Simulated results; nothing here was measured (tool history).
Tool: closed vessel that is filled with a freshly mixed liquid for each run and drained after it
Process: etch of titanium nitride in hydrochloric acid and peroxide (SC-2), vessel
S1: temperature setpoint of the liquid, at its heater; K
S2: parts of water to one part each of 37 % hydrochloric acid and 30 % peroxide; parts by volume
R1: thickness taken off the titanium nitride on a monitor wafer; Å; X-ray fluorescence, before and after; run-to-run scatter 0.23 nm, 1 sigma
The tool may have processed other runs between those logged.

{"run": 1, "day": 0.0, "S1": 328.15, "S2": 5.5, "time in the liquid (s)": 1000, "R1": 855.75}
{"run": 2, "day": 0.388, "S1": 327.15, "S2": 5.5, "time in the liquid (s)": 1000, "R1": 795.8}
{"run": 3, "day": 0.45, "S1": 326.15, "S2": 5.5, "time in the liquid (s)": 1000, "R1": 750.33}
{"run": 4, "day": 0.554, "S1": 325.65, "S2": 5.5, "time in the liquid (s)": 1000, "R1": 722.6}
{"run": 5, "day": 0.608, "S1": 325.15, "S2": 5.5, "time in the liquid (s)": 1000, "R1": 701.56}
{"run": 6, "day": 0.933, "S1": 325.15, "S2": 5.5, "time in the liquid (s)": 1070, "R1": 746.56}

Predict the results of run 7:
{"run": 7, "day": 1.1, "S1": 324.65, "S2": 5.5, "time in the liquid (s)": 1070, "R1": "?"}

{"run 7": {"R1": 729.23}}
